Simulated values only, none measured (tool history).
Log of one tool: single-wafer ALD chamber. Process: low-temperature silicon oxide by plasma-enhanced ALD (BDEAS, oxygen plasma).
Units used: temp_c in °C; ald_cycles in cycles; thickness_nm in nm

run 1 hour=0.0 | temp_c=95 ald_cycles=29 | thickness_nm=4.1792
run 2 hour=3.7 | temp_c=95 ald_cycles=30 | thickness_nm=4.2872
run 3 hour=10.8 | temp_c=91 ald_cycles=30 | thickness_nm=4.3314
run 4 hour=15.0 | temp_c=96 ald_cycles=30 | thickness_nm=4.3104
run 5 hour=22.0 | temp_c=91 ald_cycles=30 | thickness_nm=4.2806
run 6 hour=30.8 | temp_c=91 ald_cycles=32 | thickness_nm=4.5938
run 7 hour=34.7 | temp_c=91 ald_cycles=33 | thickness_nm=4.7480

Estimate the outcome of run 8 from the log above:
run 8 hour=41.9 | temp_c=91 ald_cycles=33 | thickness_nm=?

{"run 8": {"thickness_nm": 4.7752}}
